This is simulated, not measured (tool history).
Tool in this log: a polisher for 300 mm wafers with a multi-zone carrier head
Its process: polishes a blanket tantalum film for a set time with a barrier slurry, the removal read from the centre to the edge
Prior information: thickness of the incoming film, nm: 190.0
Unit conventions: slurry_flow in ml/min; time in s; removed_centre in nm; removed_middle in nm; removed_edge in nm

run    day  slurry_flow  centre_zone  middle_zone  edge_zone  slurry_solids  time  removed_centre  removed_middle  removed_edge
  1      0          200            1            1          1              1    42          73.277          72.019        71.517
  2  0.046          200            1         0.97       0.98            0.9    41          68.939          66.657        68.887
  3  0.217          200            1         0.97       0.93            0.9    41          69.239          67.793        65.541
  4  0.438          200            1         0.97       0.93           0.75    41          63.568          61.733        60.824
  5  0.779          200         1.08         0.97       0.93           0.75    41            69.4          61.385        61.278
  6  0.954          200         1.08         0.92       0.93           0.75    41          68.344            58.7        60.506
  7      1          195         1.07          0.9       0.92            0.7    41          66.258          54.508         58.16
  8  1.154          190         1.05         0.89       0.91            0.7    41          63.168          55.495        58.989

Forecast run 9:
  9  1.2          185         1.05         0.88        0.9           0.65    41               ?               ?             ?

removed_centre: 59.852 nm
removed_middle: 52.231 nm
removed_edge: 54.246 nm
